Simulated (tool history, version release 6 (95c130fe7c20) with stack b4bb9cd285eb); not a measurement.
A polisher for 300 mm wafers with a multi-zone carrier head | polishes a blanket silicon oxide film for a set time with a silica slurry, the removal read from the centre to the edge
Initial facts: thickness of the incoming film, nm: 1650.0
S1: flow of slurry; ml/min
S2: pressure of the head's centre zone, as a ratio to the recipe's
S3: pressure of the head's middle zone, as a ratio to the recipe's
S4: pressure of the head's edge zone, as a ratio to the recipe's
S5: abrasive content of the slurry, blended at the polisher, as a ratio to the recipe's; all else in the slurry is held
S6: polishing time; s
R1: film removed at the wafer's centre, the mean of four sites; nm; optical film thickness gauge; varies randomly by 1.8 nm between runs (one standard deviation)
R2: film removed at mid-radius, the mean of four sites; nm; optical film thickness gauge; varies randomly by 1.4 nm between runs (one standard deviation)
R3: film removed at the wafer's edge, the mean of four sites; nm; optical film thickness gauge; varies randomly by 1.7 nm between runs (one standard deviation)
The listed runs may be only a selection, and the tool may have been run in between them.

run    day   S1    S2    S3    S4    S5  S6      R1      R2      R3
  1  0.000  265  1.00  1.00  1.00  1.00  59  177.29  175.94  175.69
  2  0.254  270  1.00  1.01  0.97  0.90  58  166.13  166.14  159.48
  3  0.625  230  1.00  1.01  0.97  0.90  58  160.37  163.83  156.21
  4  0.888  225  1.00  1.00  0.94  0.85  58  158.19  159.12  149.39
  5  1.079  225  1.00  1.00  0.94  1.05  58  167.57  171.72  161.75
  6  1.154  220  0.99  0.99  0.91  0.95  58  161.69  166.15  154.76
  7  1.300  215  0.99  0.99  0.90  0.85  58  155.10  155.75  152.97
  8  1.671  290  1.09  1.09  0.87  0.60  44  120.37  119.42  103.08
  9  1.800  290  1.09  1.09  0.90  0.65  44  122.94  122.04  109.73
 10  1.967  295  1.10  1.10  0.91  0.65  44  123.36  124.68  109.37
 11  2.025  300  1.11  1.10  0.93  0.65  44  127.32  125.03  109.67
 12  2.333  300  1.10  1.10  0.95  0.70  44  128.15  125.85  113.78

What will run 13 give?
 13  2.512  305  1.10  1.11  0.96  0.70  44   ?   ?   ?

{"run 13": {"R1": 131.24, "R2": 129.38, "R3": 112.0}}
